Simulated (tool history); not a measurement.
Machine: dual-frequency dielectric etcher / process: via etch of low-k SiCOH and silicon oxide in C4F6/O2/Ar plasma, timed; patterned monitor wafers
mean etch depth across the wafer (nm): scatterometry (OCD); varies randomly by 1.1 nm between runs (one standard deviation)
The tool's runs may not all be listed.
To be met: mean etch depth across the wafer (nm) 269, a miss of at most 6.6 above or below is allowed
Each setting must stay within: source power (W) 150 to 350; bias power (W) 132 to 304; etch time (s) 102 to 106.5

run  hour  source power (W)  bias power (W)  etch time (s)  mean etch depth across the wafer (nm)
  1     0               250             218            102                                 250.11
  2   3.7               260             221            102                                  252.5
  3   5.4               270             224            102                                 256.09
  4    13               230             224            102                                 246.98
  5  19.6               230             224            102                                 246.81
  6  27.1               240             230            102                                 252.45
  7  34.1               240             230            102                                 252.46
  8  35.9               250             234            102                                 255.91

Next run, 5 choices. One meets every target within its allowed miss, the rest don't. Which?
  A  37.7               220             237            105                                      ?
  B  37.7               300             264            103                                      ?
  C  37.7               230             287          106.5                                      ?
  D  37.7               260             233            106                                      ?
  E  37.7               250             263          106.5                                      ?

move  mean etch depth across the wafer (nm)
   A                                 259.04
   B                                 286.15
   C                                 286.62
   D                                 270.33
   E                                 282.29
A: nearer than the last run, and not there yet
B: carries the result that was furthest off beyond its target, to the other side
C: carries the result that was furthest off beyond its target, to the other side
D: each result inside its tolerance
E: carries the result that was furthest off beyond its target, to the other side
The right move is D.
